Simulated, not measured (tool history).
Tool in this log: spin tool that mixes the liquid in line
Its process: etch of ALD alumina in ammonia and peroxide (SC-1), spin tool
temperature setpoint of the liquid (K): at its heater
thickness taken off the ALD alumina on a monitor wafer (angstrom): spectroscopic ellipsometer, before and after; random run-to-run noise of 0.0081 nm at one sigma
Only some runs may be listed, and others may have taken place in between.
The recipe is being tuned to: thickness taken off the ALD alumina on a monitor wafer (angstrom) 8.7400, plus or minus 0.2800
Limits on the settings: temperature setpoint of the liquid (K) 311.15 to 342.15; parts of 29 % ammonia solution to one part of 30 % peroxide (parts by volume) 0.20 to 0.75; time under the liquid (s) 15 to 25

run	hour	temperature setpoint of the liquid (K)	parts of 29 % ammonia solution to one part of 30 % peroxide (parts by volume)	time under the liquid (s)	thickness taken off the ALD alumina on a monitor wafer (angstrom)
1	0.0	326.15	0.45	25	16.8020
2	2.3	326.15	0.30	25	16.2520
3	10.8	323.15	0.30	25	14.0190
4	18.2	323.15	0.20	25	13.1900
5	22.6	321.15	0.20	25	11.8280
6	24.0	326.65	0.20	25	15.9010
7	33.0	318.65	0.20	25	10.3900
8	34.5	317.65	0.20	25	9.6666
9	39.8	317.15	0.20	25	9.4571
10	44.1	316.65	0.20	25	9.1589

Exercise: of the 5 proposed moves below, exactly one satisfies all targets within the stated allowed misses. Which move is it?
A	48.4	318.15	0.20	25	?
B	48.4	316.65	0.30	25	?
C	48.4	315.65	0.20	25	?
D	48.4	317.15	0.20	25	?
E	48.4	316.65	0.25	25	?

move	thickness taken off the ALD alumina on a monitor wafer (angstrom)
A	10.0530
B	9.5900
C	8.7071
D	9.4944
E	9.4245
A: its largest miss is bigger than the last run's
B: its largest miss is bigger than the last run's
C: meets every target
D: its largest miss is bigger than the last run's
E: its largest miss is bigger than the last run's
Correct choice: C, which meets every target

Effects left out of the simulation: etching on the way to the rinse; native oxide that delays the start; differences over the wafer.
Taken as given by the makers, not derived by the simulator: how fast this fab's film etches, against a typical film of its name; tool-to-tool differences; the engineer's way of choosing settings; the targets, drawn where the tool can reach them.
